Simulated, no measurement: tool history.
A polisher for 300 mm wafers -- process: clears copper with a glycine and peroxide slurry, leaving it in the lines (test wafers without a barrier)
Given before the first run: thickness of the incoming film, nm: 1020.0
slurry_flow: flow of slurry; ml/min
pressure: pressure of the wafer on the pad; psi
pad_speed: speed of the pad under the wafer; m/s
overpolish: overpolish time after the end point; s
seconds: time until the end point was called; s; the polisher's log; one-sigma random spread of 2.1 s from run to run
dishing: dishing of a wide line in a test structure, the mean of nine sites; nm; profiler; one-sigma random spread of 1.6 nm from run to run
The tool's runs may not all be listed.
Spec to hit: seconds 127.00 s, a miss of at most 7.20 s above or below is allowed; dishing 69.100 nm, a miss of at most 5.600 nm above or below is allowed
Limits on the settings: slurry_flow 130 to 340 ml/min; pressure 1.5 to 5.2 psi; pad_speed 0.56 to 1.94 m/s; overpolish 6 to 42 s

{"run": 1, "day": 0.0, "slurry_flow": 220, "pressure": 3.3, "pad_speed": 1.24, "overpolish": 21, "seconds": 113.29, "dishing": 111.61}
{"run": 2, "day": 0.362, "slurry_flow": 220, "pressure": 3.3, "pad_speed": 1.02, "overpolish": 21, "seconds": 126.05, "dishing": 104.51}
{"run": 3, "day": 0.725, "slurry_flow": 220, "pressure": 3.3, "pad_speed": 1.02, "overpolish": 19, "seconds": 129.61, "dishing": 93.587}
{"run": 4, "day": 0.875, "slurry_flow": 220, "pressure": 3.3, "pad_speed": 1.02, "overpolish": 18, "seconds": 133.66, "dishing": 94.492}
{"run": 5, "day": 0.962, "slurry_flow": 220, "pressure": 4.0, "pad_speed": 1.02, "overpolish": 18, "seconds": 113.44, "dishing": 103.28}
{"run": 6, "day": 1.304, "slurry_flow": 220, "pressure": 4.0, "pad_speed": 1.02, "overpolish": 22, "seconds": 114.0, "dishing": 119.08}
{"run": 7, "day": 1.6, "slurry_flow": 220, "pressure": 3.9, "pad_speed": 1.02, "overpolish": 20, "seconds": 117.29, "dishing": 109.36}
{"run": 8, "day": 1.754, "slurry_flow": 220, "pressure": 3.5, "pad_speed": 1.04, "overpolish": 10, "seconds": 122.39, "dishing": 61.479}

Of the 5 settings listed for the next run, only one would bring every result within its allowed miss of target. Which one?
{"run": "A", "day": 1.908, "slurry_flow": 240, "pressure": 3.9, "pad_speed": 1.06, "overpolish": 10, "seconds": "?", "dishing": "?"}
{"run": "B", "day": 1.908, "slurry_flow": 170, "pressure": 4.1, "pad_speed": 1.08, "overpolish": 11, "seconds": "?", "dishing": "?"}
{"run": "C", "day": 1.908, "slurry_flow": 235, "pressure": 4.0, "pad_speed": 1.1, "overpolish": 9, "seconds": "?", "dishing": "?"}
{"run": "D", "day": 1.908, "slurry_flow": 195, "pressure": 3.8, "pad_speed": 0.96, "overpolish": 12, "seconds": "?", "dishing": "?"}
{"run": "E", "day": 1.908, "slurry_flow": 235, "pressure": 3.2, "pad_speed": 1.12, "overpolish": 9, "seconds": "?", "dishing": "?"}

move=A seconds=108.28 dishing=68.611
move=B seconds=107.91 dishing=74.661
move=C seconds=103.12 dishing=65.407
move=D seconds=123.66 dishing=71.600
move=E seconds=119.54 dishing=57.140
A: corrects the largest miss of the last run, while another result sits out of spec
B: corrects the largest miss of the last run, while another result sits out of spec
C: corrects the largest miss of the last run, while another result sits out of spec
D: all results in spec
E: misses by more than the last run did
D is the move that brings every result within its allowed miss.

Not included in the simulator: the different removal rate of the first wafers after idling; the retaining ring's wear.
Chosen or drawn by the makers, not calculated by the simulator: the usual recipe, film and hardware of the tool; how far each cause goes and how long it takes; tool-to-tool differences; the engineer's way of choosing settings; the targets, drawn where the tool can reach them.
